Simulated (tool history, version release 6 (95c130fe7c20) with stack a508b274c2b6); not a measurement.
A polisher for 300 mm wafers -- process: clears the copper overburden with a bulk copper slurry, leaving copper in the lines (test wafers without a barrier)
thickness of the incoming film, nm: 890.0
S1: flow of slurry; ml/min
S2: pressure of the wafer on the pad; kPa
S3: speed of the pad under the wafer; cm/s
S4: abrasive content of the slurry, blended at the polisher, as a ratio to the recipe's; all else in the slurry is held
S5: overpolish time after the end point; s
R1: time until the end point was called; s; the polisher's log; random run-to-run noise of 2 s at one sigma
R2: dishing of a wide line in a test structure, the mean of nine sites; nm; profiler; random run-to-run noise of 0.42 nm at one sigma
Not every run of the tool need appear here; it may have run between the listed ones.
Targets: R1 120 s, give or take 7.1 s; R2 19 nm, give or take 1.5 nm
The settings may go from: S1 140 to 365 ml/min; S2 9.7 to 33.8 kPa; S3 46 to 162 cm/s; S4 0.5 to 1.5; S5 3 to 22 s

run  hour   S1    S2   S3    S4  S5      R1      R2
  1     0  235  21.4  104     1  11  77.424  90.462
  2   6.1  235  18.6  102     1   9  85.004  67.168
  3  11.5  245  16.5   96  1.05   7  100.06  47.665
  4  15.1  275  14.5   94  1.15   6  106.86  39.119
  5  20.8  275  14.5   94  0.95   6  113.82  37.427
  6  21.3  275  14.5   94  0.95   9  114.79  52.631
  7  25.5  300  13.1   92   1.1   7  118.94  40.904
  8    31  260  12.4   92   1.2   6  120.96   35.88
  9  36.6  285  11.7   90   1.3   5  122.73  29.152
 10  39.7  305    11   90  1.35   4  128.47   23.42
 11  48.2  320    11   90   1.4   4  120.65  23.202
 12  56.1  365   9.7   84   1.5   3  142.88  16.336
 13  59.9  365  10.3   86   1.5   3  136.01  17.606
 14  61.1  365  10.3   88   1.5   3  131.61  17.564

Consider the 5 candidate settings below. Which is the only one whose results all fall within their allowed miss of target?
  A  62.3  340  15.2  74   1.5   3   ?   ?
  B  62.3  365   9.7  90  1.45   3   ?   ?
  C  62.3  355  12.4  76   1.5   3   ?   ?
  D  62.3  365   9.7  78   1.5   3   ?   ?
  E  62.3  315    11  80   1.5   3   ?   ?

move      R1      R2
   A  118.64  18.626
   B  131.69  16.741
   C  131.81  16.801
   D  149.82  14.819
   E  136.56  16.215
A: hits every target within its allowed miss
B: about the same distance from the targets as the last run
C: about the same distance from the targets as the last run
D: the biggest miss grows against the last run
E: the biggest miss grows against the last run
Correct choice: A, which meets every target
